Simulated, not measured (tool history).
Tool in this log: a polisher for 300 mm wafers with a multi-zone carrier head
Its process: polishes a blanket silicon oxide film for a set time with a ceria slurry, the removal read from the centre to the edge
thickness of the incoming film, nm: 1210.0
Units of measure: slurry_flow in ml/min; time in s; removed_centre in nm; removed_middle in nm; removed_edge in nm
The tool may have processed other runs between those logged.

| run | hour | slurry_flow | centre_zone | middle_zone | edge_zone | time | removed_centre | removed_middle | removed_edge |
|---|---|---|---|---|---|---|---|---|---|
| 1 | 0 | 135 | 1 | 1 | 1 | 62 | 313.52 | 291.96 | 294.11 |
| 2 | 6 | 135 | 1 | 1 | 1 | 48 | 238.16 | 221.87 | 229.11 |
| 3 | 8.5 | 160 | 1 | 1 | 1 | 48 | 252.73 | 232.46 | 234.34 |
| 4 | 14 | 160 | 1 | 1 | 1.04 | 48 | 252.19 | 238.08 | 241.39 |
| 5 | 20.3 | 160 | 1 | 0.95 | 1.04 | 48 | 248.41 | 222.82 | 237.06 |
| 6 | 21.5 | 150 | 0.98 | 0.95 | 1 | 47 | 237.55 | 214.74 | 232.16 |
| 7 | 24.1 | 140 | 0.98 | 0.96 | 0.98 | 46 | 232.76 | 215.68 | 222.7 |

Estimate the outcome of run 8 from the log above:
| 8 | 32.9 | 135 | 0.97 | 0.95 | 0.97 | 45 | ? | ? | ? |

removed_centre: 221.76 nm
removed_middle: 203.53 nm
removed_edge: 212.39 nm
